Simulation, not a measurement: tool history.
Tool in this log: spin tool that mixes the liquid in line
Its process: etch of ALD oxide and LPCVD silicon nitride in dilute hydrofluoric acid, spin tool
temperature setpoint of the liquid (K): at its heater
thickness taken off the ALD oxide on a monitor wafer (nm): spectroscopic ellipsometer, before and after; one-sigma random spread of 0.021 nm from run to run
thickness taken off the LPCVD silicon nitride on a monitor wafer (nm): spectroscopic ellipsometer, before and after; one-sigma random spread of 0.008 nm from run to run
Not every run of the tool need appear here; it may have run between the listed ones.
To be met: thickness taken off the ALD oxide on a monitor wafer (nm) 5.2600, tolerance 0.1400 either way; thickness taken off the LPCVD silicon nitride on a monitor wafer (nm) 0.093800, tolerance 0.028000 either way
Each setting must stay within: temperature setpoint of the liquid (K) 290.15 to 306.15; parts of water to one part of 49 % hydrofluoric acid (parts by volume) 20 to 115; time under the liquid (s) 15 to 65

run,hour,temperature setpoint of the liquid (K),parts of water to one part of 49 % hydrofluoric acid (parts by volume),time under the liquid (s),thickness taken off the ALD oxide on a monitor wafer (nm),thickness taken off the LPCVD silicon nitride on a monitor wafer (nm)
1,0.0,298.15,65,35,13.6220,0.262400
2,8.2,298.15,65,25,9.7548,0.210350
3,16.9,298.15,55,25,11.7420,0.198460
4,24.2,300.15,55,25,12.7500,0.235180
5,29.2,303.65,55,25,14.5510,0.285980
6,37.2,303.65,55,35,20.3430,0.347640
7,45.4,299.65,80,35,11.5290,0.242310
8,48.4,296.65,85,35,9.5515,0.191160
9,53.5,294.65,90,35,8.2708,0.114260
10,61.1,295.15,100,35,7.5904,0.141730

Next run, 5 choices. One meets every target within its allowed miss, the rest don't. Which?
A,68.7,292.65,80,50,?,?
B,68.7,293.15,95,25,?,?
C,68.7,296.15,105,20,?,?
D,68.7,294.65,105,30,?,?
E,68.7,297.15,80,45,?,?

move,thickness taken off the ALD oxide on a monitor wafer (nm),thickness taken off the LPCVD silicon nitride on a monitor wafer (nm)
A,12.4000,0.175190
B,5.2408,0.076660
C,4.2344,0.068027
D,5.9807,0.092325
E,13.4210,0.213810
A: further off than the last run
B: all results in spec
C: takes the biggest miss from the last run beyond its target
D: nearer the targets than the last run, but a result is still out of spec
E: further off than the last run
The right move is B.
